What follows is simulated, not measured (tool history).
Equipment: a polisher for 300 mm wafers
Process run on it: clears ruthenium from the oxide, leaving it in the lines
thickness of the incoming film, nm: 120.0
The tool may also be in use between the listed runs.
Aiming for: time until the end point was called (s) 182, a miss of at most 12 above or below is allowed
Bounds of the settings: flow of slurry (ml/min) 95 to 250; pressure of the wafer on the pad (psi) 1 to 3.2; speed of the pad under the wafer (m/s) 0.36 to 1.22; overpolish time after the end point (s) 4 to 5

| run | day | flow of slurry (ml/min) | pressure of the wafer on the pad (psi) | speed of the pad under the wafer (m/s) | overpolish time after the end point (s) | time until the end point was called (s) |
|---|---|---|---|---|---|---|
| 1 | 0 | 160 | 2.1 | 0.78 | 5 | 124.17 |
| 2 | 0.146 | 160 | 2 | 0.78 | 5 | 134.28 |
| 3 | 0.408 | 160 | 2 | 0.92 | 5 | 113.37 |
| 4 | 0.671 | 160 | 1.9 | 0.92 | 5 | 116.27 |
| 5 | 1.025 | 160 | 2.4 | 0.92 | 5 | 97.099 |
| 6 | 1.125 | 160 | 2.3 | 0.9 | 5 | 100.1 |
| 7 | 1.308 | 155 | 1.7 | 0.7 | 5 | 162.37 |
| 8 | 1.467 | 155 | 1.4 | 0.68 | 5 | 199.77 |

Below are 5 possible settings for the next run. Only one of them brings all results inside the allowed miss of their targets. Which is it?
| A | 1.625 | 145 | 1.2 | 0.7 | 4 | ? |
| B | 1.625 | 160 | 1.1 | 0.72 | 5 | ? |
| C | 1.625 | 120 | 1.7 | 0.68 | 5 | ? |
| D | 1.625 | 125 | 1.2 | 0.74 | 4 | ? |
| E | 1.625 | 165 | 1.7 | 0.56 | 4 | ? |

| move | time until the end point was called (s) |
|---|---|
| A | 219.11 |
| B | 221.66 |
| C | 183.75 |
| D | 214.48 |
| E | 207.25 |
A: further off than the last run
B: further off than the last run
C: all results in spec
D: further off than the last run
E: further off than the last run
The move that meets every target is C.
